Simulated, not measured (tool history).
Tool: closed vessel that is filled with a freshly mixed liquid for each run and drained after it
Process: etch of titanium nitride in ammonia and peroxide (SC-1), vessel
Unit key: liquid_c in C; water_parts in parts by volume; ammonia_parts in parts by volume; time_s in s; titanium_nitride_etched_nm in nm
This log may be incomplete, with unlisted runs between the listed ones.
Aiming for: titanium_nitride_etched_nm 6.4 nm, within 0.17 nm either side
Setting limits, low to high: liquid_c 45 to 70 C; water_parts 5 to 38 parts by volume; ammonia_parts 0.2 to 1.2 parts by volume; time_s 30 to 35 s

run	day	liquid_c	water_parts	ammonia_parts	time_s	titanium_nitride_etched_nm
1	0	61	21	0.7	35	3.7231
2	0.217	62	21	0.7	35	3.9395
3	0.429	62	21	0.5	35	3.7221
4	0.562	63	21	0.5	35	4.0006
5	0.617	64	21	0.5	35	4.183
6	0.688	67.5	21	0.5	35	5.279
7	0.738	68	21	0.5	35	5.4559
8	0.854	68.5	21	0.5	35	5.6166
9	0.908	69.5	20	0.5	35	6.1604

Next run, 4 choices. One meets every target within its allowed miss, the rest don't. Which?
A	0.962	68.5	19.5	0.5	35	?
B	0.962	70	20	0.5	35	?
C	0.962	69	15.5	0.55	30	?
D	0.962	66	14.5	0.45	35	?

move	titanium_nitride_etched_nm
A	5.913
B	6.3991
C	6.0357
D	5.835
A: moves away from the targets compared with the last run
B: all results land within tolerance of their targets
C: moves away from the targets compared with the last run
D: moves away from the targets compared with the last run
Go with B: it meets all targets.
